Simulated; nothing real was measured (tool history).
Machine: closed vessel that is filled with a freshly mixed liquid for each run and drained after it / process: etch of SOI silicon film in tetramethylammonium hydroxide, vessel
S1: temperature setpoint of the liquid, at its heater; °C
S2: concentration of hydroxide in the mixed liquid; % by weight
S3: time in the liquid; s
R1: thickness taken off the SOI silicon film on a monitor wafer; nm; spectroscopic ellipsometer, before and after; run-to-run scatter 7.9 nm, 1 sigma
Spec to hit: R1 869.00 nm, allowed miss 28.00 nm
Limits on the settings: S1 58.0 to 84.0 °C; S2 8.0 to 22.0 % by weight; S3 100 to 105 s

{"run": 1, "hour": 0.0, "S1": 71.0, "S2": 15.0, "S3": 100, "R1": 612.56}
{"run": 2, "hour": 9.3, "S1": 73.5, "S2": 15.0, "S3": 100, "R1": 715.03}
{"run": 3, "hour": 16.6, "S1": 74.5, "S2": 15.0, "S3": 100, "R1": 762.26}
{"run": 4, "hour": 22.0, "S1": 75.0, "S2": 15.0, "S3": 100, "R1": 785.32}
{"run": 5, "hour": 28.6, "S1": 75.5, "S2": 15.0, "S3": 100, "R1": 807.78}
{"hour": 35.9, "done": "hydroxide flow meter replaced"}
{"run": 6, "hour": 35.9, "S1": 73.0, "S2": 15.0, "S3": 100, "R1": 710.01}
{"run": 7, "hour": 41.4, "S1": 74.0, "S2": 15.0, "S3": 100, "R1": 762.05}
{"run": 8, "hour": 46.6, "S1": 74.5, "S2": 15.0, "S3": 100, "R1": 768.98}
{"run": 9, "hour": 50.7, "S1": 75.0, "S2": 15.0, "S3": 100, "R1": 794.11}
{"run": 10, "hour": 56.6, "S1": 75.5, "S2": 15.0, "S3": 100, "R1": 831.64}

5 candidate next runs follow, results not yet known. Just one meets every target within its allowed miss. Identify it.
{"run": "A", "hour": 62.5, "S1": 77.0, "S2": 16.5, "S3": 105, "R1": "?"}
{"run": "B", "hour": 62.5, "S1": 77.0, "S2": 16.0, "S3": 105, "R1": "?"}
{"run": "C", "hour": 62.5, "S1": 78.0, "S2": 18.5, "S3": 105, "R1": "?"}
{"run": "D", "hour": 62.5, "S1": 77.5, "S2": 16.0, "S3": 105, "R1": "?"}
{"run": "E", "hour": 62.5, "S1": 76.5, "S2": 18.0, "S3": 105, "R1": "?"}

move=A R1=918.52
move=B R1=928.50
move=C R1=929.37
move=D R1=955.01
move=E R1=863.81
A: takes the biggest miss from the last run beyond its target
B: takes the biggest miss from the last run beyond its target
C: takes the biggest miss from the last run beyond its target
D: takes the biggest miss from the last run beyond its target
E: hits every target within its allowed miss
The move that meets every target is E.
